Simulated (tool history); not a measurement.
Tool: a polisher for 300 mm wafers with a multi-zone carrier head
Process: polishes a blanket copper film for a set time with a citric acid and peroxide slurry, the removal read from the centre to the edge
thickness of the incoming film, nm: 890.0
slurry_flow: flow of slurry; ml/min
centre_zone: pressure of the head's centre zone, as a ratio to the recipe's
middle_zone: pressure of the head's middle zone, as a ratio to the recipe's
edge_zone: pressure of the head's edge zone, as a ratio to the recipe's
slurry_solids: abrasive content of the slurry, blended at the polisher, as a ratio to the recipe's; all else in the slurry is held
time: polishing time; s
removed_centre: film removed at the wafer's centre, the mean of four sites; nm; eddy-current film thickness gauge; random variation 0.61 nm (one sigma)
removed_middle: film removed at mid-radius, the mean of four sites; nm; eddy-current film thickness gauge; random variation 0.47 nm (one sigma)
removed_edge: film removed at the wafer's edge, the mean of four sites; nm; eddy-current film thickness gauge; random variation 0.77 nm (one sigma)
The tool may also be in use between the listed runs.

run	hour	slurry_flow	centre_zone	middle_zone	edge_zone	slurry_solids	time	removed_centre	removed_middle	removed_edge
1	0.0	165	1.00	1.00	1.00	1.00	36	57.952	61.153	63.105
2	6.8	195	1.00	1.00	1.00	1.00	36	58.028	62.747	63.186
3	11.6	185	1.03	0.99	1.01	1.10	37	62.686	64.908	65.007
4	16.3	170	1.05	0.96	1.03	1.15	39	67.250	65.663	70.535
5	17.3	175	1.08	0.95	1.05	1.20	40	72.168	67.755	73.774
6	21.9	175	1.08	0.95	1.05	1.00	40	68.627	65.257	71.181
7	25.7	180	1.10	0.94	1.07	1.10	40	71.604	65.987	72.713
8	33.6	230	1.19	0.93	1.17	1.35	41	85.530	71.367	83.391

Forecast run 9:
9	35.9	235	1.19	0.93	1.16	1.35	41	?	?	?

removed_centre: 85.743 nm
removed_middle: 71.950 nm
removed_edge: 82.062 nm
